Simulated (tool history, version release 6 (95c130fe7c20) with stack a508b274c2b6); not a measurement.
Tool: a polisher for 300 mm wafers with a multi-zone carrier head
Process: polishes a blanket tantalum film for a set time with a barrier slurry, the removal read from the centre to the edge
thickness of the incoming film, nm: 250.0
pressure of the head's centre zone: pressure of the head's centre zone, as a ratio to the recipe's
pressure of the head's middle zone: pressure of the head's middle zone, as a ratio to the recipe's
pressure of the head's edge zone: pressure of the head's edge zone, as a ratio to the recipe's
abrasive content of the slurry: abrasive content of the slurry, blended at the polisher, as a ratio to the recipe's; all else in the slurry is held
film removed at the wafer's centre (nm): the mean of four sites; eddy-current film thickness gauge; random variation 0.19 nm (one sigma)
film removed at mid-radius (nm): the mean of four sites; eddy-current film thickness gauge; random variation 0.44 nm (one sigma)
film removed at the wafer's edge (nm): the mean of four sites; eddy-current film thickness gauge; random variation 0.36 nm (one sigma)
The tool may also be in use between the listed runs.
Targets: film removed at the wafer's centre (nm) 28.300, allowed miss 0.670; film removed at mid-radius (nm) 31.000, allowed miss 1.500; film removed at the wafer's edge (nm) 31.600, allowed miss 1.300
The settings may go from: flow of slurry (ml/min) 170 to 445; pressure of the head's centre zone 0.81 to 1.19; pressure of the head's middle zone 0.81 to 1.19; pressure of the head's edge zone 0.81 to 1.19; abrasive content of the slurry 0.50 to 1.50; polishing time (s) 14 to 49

run  hour  flow of slurry (ml/min)  pressure of the head's centre zone  pressure of the head's middle zone  pressure of the head's edge zone  abrasive content of the slurry  polishing time (s)  film removed at the wafer's centre (nm)  film removed at mid-radius (nm)  film removed at the wafer's edge (nm)
  1   0.0                      285                                1.00                                1.00                              1.00                            1.00                  31                                   25.740                           26.496                                 25.976
  2   1.7                      290                                1.00                                1.01                              1.02                            1.05                  31                                   26.158                           26.756                                 26.330
  3   9.3                      290                                0.99                                1.01                              1.03                            1.10                  31                                   25.908                           27.258                                 26.791
  4  10.2                      290                                0.99                                1.01                              1.03                            1.25                  31                                   27.122                           27.762                                 27.833
  5  14.1                      290                                0.99                                1.01                              1.11                            1.25                  31                                   27.156                           27.696                                 28.980
  6  21.5                      290                                0.99                                1.01                              1.11                            1.25                  35                                   30.508                           31.251                                 32.567
  7  26.5                      285                                0.98                                1.01                              1.11                            1.25                  35                                   30.182                           31.427                                 32.150
  8  32.1                      280                                0.97                                1.01                              1.11                            1.25                  35                                   29.683                           32.066                                 32.554
  9  36.9                      275                                0.97                                1.01                              1.11                            1.25                  35                                   29.541                           30.951                                 32.795
 10  45.1                      275                                0.97                                1.01                              1.10                            1.25                  35                                   29.813                           30.579                                 32.689

Which of these 5 next moves meets every target?
  A  53.3                      235                                0.98                                1.06                              1.16                            1.45                  33                                        ?                                ?                                      ?
  B  53.3                      335                                1.06                                1.02                              1.14                            1.20                  33                                        ?                                ?                                      ?
  C  53.3                      200                                1.11                                0.96                              1.14                            1.15                  37                                        ?                                ?                                      ?
  D  53.3                      335                                1.00                                1.01                              1.07                            1.30                  35                                        ?                                ?                                      ?
  E  53.3                      270                                0.97                                0.96                              1.15                            1.30                  35                                        ?                                ?                                      ?

move  film removed at the wafer's centre (nm)  film removed at mid-radius (nm)  film removed at the wafer's edge (nm)
   A                                   28.640                           31.725                                 31.718
   B                                   31.133                           30.887                                 31.145
   C                                   33.620                           30.794                                 32.911
   D                                   31.696                           33.139                                 32.569
   E                                   29.961                           31.298                                 33.215
A: meets every target
B: further off than the last run
C: further off than the last run
D: further off than the last run
E: further off than the last run
Move A is the one to make.

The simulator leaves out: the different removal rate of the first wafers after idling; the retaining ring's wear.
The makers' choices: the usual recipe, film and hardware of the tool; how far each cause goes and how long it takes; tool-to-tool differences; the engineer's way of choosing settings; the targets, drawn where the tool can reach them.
